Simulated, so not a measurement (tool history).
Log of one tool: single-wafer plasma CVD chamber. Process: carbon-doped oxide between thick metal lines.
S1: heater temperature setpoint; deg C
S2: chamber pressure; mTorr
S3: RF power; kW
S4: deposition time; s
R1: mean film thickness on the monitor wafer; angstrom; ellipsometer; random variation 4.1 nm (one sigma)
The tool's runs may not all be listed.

| run | hour | S1 | S2 | S3 | S4 | R1 |
|---|---|---|---|---|---|---|
| 1 | 0.0 | 350 | 4770 | 0.550 | 147 | 7590.6 |
| 2 | 3.4 | 350 | 4770 | 0.605 | 147 | 7988.3 |
| 3 | 6.1 | 346 | 5270 | 0.620 | 147 | 8383.3 |
| 4 | 8.2 | 346 | 6030 | 0.620 | 147 | 8622.1 |
| 5 | 16.5 | 346 | 6030 | 0.570 | 147 | 8120.2 |
| 6 | 17.7 | 343 | 6230 | 0.590 | 147 | 8413.5 |
| 7 | 26.3 | 341 | 6370 | 0.605 | 147 | 8619.4 |

Forecast run 8:
| 8 | 31.7 | 340 | 6470 | 0.615 | 147 | ? |

R1: 8824.7 angstrom
